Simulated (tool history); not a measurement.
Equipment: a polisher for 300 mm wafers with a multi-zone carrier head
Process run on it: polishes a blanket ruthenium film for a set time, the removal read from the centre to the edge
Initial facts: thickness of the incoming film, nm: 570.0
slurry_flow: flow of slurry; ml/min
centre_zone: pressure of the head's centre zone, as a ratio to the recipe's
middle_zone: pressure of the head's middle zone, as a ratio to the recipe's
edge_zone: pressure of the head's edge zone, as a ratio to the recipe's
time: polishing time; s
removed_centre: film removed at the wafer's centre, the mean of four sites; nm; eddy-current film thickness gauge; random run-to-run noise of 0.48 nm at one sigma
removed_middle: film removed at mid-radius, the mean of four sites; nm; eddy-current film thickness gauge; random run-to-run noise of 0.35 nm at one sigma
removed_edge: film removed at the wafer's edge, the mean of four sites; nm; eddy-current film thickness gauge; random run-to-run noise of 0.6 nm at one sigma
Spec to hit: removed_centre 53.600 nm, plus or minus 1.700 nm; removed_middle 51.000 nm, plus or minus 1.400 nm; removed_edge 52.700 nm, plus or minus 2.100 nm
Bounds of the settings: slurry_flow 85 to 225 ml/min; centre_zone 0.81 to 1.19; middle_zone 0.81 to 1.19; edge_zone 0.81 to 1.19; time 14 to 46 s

run,hour,slurry_flow,centre_zone,middle_zone,edge_zone,time,removed_centre,removed_middle,removed_edge
1,0.0,145,1.00,1.00,1.00,30,37.123,38.021,37.281
2,8.1,145,1.00,1.00,0.96,30,37.333,37.882,36.666
3,9.2,155,1.03,1.00,1.02,33,42.739,41.288,42.503
4,16.3,155,1.03,1.00,0.97,33,42.686,41.515,41.037
5,18.8,155,1.03,1.00,1.03,33,42.163,42.110,42.521
6,24.0,155,1.03,1.00,1.03,36,45.924,45.842,46.397
7,27.7,170,1.05,1.01,1.05,36,47.420,46.447,47.450
8,33.5,175,1.07,1.03,1.07,37,50.879,49.300,49.124
9,40.8,185,1.07,1.03,1.09,37,50.141,49.250,48.916

Which single option among these 5 for the next run brings every result within its allowed miss of target? Just one does.
A,48.1,185,1.06,1.08,1.08,40,?,?,?
B,48.1,155,0.91,0.97,1.13,42,?,?,?
C,48.1,165,0.88,0.92,1.11,44,?,?,?
D,48.1,185,1.10,1.04,1.16,38,?,?,?
E,48.1,190,1.04,0.94,1.09,44,?,?,?

move,removed_centre,removed_middle,removed_edge
A,53.939,55.775,53.608
B,47.858,52.952,56.510
C,49.062,53.883,59.136
D,53.032,51.522,52.552
E,58.458,55.668,59.440
A: brings the last run's worst result on target, with another outside its allowed miss
B: lands further from the targets than the last run did
C: lands further from the targets than the last run did
D: hits every target within its allowed miss
E: takes the result that was furthest off past its target
Move D is the one to make.

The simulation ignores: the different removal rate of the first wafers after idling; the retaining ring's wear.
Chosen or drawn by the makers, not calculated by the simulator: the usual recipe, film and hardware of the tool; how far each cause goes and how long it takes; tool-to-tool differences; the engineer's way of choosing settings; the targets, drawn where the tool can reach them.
